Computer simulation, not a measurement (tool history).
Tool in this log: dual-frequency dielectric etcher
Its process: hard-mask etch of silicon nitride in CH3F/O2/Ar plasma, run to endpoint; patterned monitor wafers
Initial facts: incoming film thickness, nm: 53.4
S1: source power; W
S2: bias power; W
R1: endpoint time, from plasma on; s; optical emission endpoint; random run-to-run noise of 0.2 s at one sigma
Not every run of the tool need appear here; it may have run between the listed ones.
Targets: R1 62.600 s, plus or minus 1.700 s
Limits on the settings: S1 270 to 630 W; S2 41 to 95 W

run 1 day=0.000 | S1=450 S2=68 | R1=73.312
run 2 day=0.171 | S1=520 S2=68 | R1=69.216
run 3 day=0.296 | S1=520 S2=61 | R1=72.817
run 4 day=0.508 | S1=540 S2=64 | R1=70.620
run 5 day=0.800 | S1=540 S2=69 | R1=68.392
run 6 day=1.062 | S1=540 S2=64 | R1=70.556
run 7 day=1.208 | S1=560 S2=67 | R1=68.565
run 8 day=1.296 | S1=570 S2=69 | R1=67.088
run 9 day=1.538 | S1=580 S2=71 | R1=65.595

Exactly one of the 4 candidate moves below puts every result within its allowed miss. Which one?
run A day=1.779 | S1=630 S2=84 | R1=?
run B day=1.779 | S1=570 S2=63 | R1=?
run C day=1.779 | S1=620 S2=76 | R1=?
run D day=1.779 | S1=570 S2=71 | R1=?

move=A R1=59.849
move=B R1=69.858
move=C R1=62.718
move=D R1=66.549
A: pushes the last run's worst result past its target
B: the biggest miss grows against the last run
C: every result within its allowed miss
D: the biggest miss grows against the last run
C is the move that brings every result within its allowed miss.
